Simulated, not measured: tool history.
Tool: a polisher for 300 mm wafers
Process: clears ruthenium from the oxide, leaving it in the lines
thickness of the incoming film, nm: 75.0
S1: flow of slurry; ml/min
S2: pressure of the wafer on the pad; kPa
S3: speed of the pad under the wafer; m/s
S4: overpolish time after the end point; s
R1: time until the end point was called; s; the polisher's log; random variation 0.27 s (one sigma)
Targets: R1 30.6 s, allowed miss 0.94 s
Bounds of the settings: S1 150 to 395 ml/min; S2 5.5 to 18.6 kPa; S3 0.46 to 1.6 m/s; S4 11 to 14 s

| run | hour | S1 | S2 | S3 | S4 | R1 |
|---|---|---|---|---|---|---|
| 1 | 0 | 250 | 11.7 | 1.02 | 14 | 58.006 |
| 2 | 0.9 | 250 | 13.1 | 1.02 | 14 | 52.653 |
| 3 | 8.5 | 250 | 13.1 | 1.02 | 14 | 53.938 |
| 4 | 13.2 | 250 | 13.1 | 1.02 | 14 | 52.756 |
| 5 | 17.6 | 255 | 14.5 | 1.06 | 14 | 47.151 |
| 6 | 24.9 | 255 | 14.5 | 1.06 | 14 | 47.078 |
| 7 | 31.5 | 255 | 15.9 | 1.12 | 14 | 41.637 |
| 8 | 40.4 | 255 | 15.9 | 1.12 | 14 | 41.997 |
| 9 | 43.5 | 270 | 18.6 | 1.22 | 14 | 33.138 |
| 10 | 49.6 | 270 | 18.6 | 1.24 | 14 | 32.312 |
| 11 | 52.5 | 270 | 18.6 | 1.24 | 14 | 33.1 |

5 next moves are on the table. One of them brings every result within its allowed miss. Which?
| A | 55.4 | 265 | 17.2 | 1.3 | 11 | ? |
| B | 55.4 | 230 | 17.9 | 1.12 | 11 | ? |
| C | 55.4 | 270 | 17.9 | 1.36 | 11 | ? |
| D | 55.4 | 255 | 18.6 | 1.22 | 12 | ? |
| E | 55.4 | 315 | 18.6 | 1.14 | 14 | ? |

| move | R1 |
|---|---|
| A | 33.26 |
| B | 37.737 |
| C | 30.719 |
| D | 33.248 |
| E | 34.835 |
A: further off than the last run
B: further off than the last run
C: meets every target
D: further off than the last run
E: further off than the last run
Move C is the one to make.
